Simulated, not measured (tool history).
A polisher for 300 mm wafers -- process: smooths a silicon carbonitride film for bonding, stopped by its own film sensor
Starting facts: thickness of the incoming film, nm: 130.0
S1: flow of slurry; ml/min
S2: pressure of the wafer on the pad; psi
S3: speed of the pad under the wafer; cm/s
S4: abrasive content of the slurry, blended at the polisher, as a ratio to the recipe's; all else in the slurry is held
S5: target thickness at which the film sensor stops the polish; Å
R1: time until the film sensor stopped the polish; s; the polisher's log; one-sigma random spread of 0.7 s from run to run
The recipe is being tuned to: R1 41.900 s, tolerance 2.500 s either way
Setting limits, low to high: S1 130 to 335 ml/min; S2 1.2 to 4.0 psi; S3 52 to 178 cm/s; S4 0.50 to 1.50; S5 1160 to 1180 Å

Run 1, hour 0.0: S1 215 ml/min, S2 2.6 psi, S3 114 cm/s, S4 1.00, S5 1160 Å. Result: R1 32.281 s.
Run 2, hour 3.3: S1 215 ml/min, S2 2.9 psi, S3 114 cm/s, S4 1.00, S5 1160 Å. Result: R1 30.663 s.
Run 3, hour 7.2: S1 215 ml/min, S2 2.6 psi, S3 114 cm/s, S4 1.00, S5 1160 Å. Result: R1 31.392 s.
Run 4, hour 8.6: S1 215 ml/min, S2 2.6 psi, S3 114 cm/s, S4 1.15, S5 1160 Å. Result: R1 30.142 s.
Run 5, hour 14.9: S1 215 ml/min, S2 2.3 psi, S3 110 cm/s, S4 1.15, S5 1160 Å. Result: R1 33.395 s.
Run 6, hour 20.9: S1 215 ml/min, S2 2.3 psi, S3 110 cm/s, S4 1.15, S5 1180 Å. Result: R1 28.497 s.
Run 7, hour 23.2: S1 215 ml/min, S2 2.1 psi, S3 102 cm/s, S4 1.15, S5 1180 Å. Result: R1 31.148 s.
Run 8, hour 24.0: S1 215 ml/min, S2 1.9 psi, S3 96 cm/s, S4 1.15, S5 1180 Å. Result: R1 34.552 s.
Run 9, hour 31.2: S1 215 ml/min, S2 1.8 psi, S3 94 cm/s, S4 1.15, S5 1180 Å. Result: R1 36.470 s.
At hour 33.7: slurry nozzle cleaned.
Run 10, hour 33.7: S1 215 ml/min, S2 1.7 psi, S3 92 cm/s, S4 1.15, S5 1180 Å. Result: R1 35.811 s.
Run 11, hour 40.8: S1 215 ml/min, S2 1.6 psi, S3 88 cm/s, S4 1.15, S5 1180 Å. Result: R1 39.826 s.

Which one of the following 5 next-run settings gets every result inside its allowed miss? There is exactly one.
Run A, hour 47.9: S1 220 ml/min, S2 1.8 psi, S3 92 cm/s, S4 1.15, S5 1180 Å. Result: R1 ?.
Run B, hour 47.9: S1 230 ml/min, S2 1.8 psi, S3 100 cm/s, S4 1.10, S5 1180 Å. Result: R1 ?.
Run C, hour 47.9: S1 235 ml/min, S2 1.6 psi, S3 84 cm/s, S4 1.20, S5 1170 Å. Result: R1 ?.
Run D, hour 47.9: S1 220 ml/min, S2 1.4 psi, S3 84 cm/s, S4 1.10, S5 1170 Å. Result: R1 ?.
Run E, hour 47.9: S1 175 ml/min, S2 1.7 psi, S3 116 cm/s, S4 1.10, S5 1170 Å. Result: R1 ?.

move      R1
   A  34.291
   B  33.634
   C  40.437
   D  46.185
   E  35.970
A: misses by more than the last run did
B: misses by more than the last run did
C: in spec on every target
D: takes the biggest miss from the last run beyond its target
E: misses by more than the last run did
C is the move that brings every result within its allowed miss.
